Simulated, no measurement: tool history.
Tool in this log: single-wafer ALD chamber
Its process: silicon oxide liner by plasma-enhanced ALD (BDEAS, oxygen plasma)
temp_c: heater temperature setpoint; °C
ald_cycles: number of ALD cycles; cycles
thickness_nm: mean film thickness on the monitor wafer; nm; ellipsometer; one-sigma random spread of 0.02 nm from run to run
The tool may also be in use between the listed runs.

| run | day | temp_c | ald_cycles | thickness_nm |
|---|---|---|---|---|
| 1 | 0.000 | 325 | 68 | 6.6709 |
| 2 | 0.350 | 325 | 62 | 6.0640 |
| 3 | 0.617 | 319 | 62 | 6.1631 |
| 4 | 0.854 | 319 | 58 | 5.7663 |
| 5 | 1.012 | 316 | 63 | 6.3108 |
| 6 | 1.133 | 313 | 66 | 6.6102 |
| 7 | 1.338 | 308 | 75 | 7.5484 |
| 8 | 1.692 | 310 | 75 | 7.5435 |
| 9 | 1.971 | 312 | 75 | 7.5106 |

Forecast run 10:
| 10 | 2.017 | 313 | 75 | ? |

Run 10 produced thickness_nm 7.5241 nm.
